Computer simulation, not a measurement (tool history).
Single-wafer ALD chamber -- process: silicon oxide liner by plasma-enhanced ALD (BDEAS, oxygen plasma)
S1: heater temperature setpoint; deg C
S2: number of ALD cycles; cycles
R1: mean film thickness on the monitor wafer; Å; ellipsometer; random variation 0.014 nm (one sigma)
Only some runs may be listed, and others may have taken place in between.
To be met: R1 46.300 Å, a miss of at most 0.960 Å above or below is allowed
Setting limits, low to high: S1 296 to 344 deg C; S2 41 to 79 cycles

{"run": 1, "hour": 0.0, "S1": 320, "S2": 60, "R1": 55.855}
{"run": 2, "hour": 3.3, "S1": 320, "S2": 58, "R1": 53.925}
{"run": 3, "hour": 9.1, "S1": 328, "S2": 58, "R1": 53.243}
{"run": 4, "hour": 15.3, "S1": 321, "S2": 58, "R1": 53.969}
{"run": 5, "hour": 16.2, "S1": 313, "S2": 58, "R1": 54.465}
{"run": 6, "hour": 21.0, "S1": 313, "S2": 56, "R1": 52.904}
{"run": 7, "hour": 23.5, "S1": 315, "S2": 46, "R1": 43.283}
{"run": 8, "hour": 30.7, "S1": 315, "S2": 47, "R1": 44.197}
{"run": 9, "hour": 31.3, "S1": 314, "S2": 48, "R1": 45.039}

Which of these 5 next moves meets every target?
{"run": "A", "hour": 31.9, "S1": 307, "S2": 46, "R1": "?"}
{"run": "B", "hour": 31.9, "S1": 312, "S2": 49, "R1": "?"}
{"run": "C", "hour": 31.9, "S1": 328, "S2": 48, "R1": "?"}
{"run": "D", "hour": 31.9, "S1": 314, "S2": 47, "R1": "?"}
{"run": "E", "hour": 31.9, "S1": 315, "S2": 46, "R1": "?"}

move=A R1=43.530
move=B R1=46.080
move=C R1=44.235
move=D R1=44.089
move=E R1=43.097
A: the biggest miss grows against the last run
B: hits every target within its allowed miss
C: the biggest miss grows against the last run
D: the biggest miss grows against the last run
E: the biggest miss grows against the last run
B is the move that brings every result within its allowed miss.
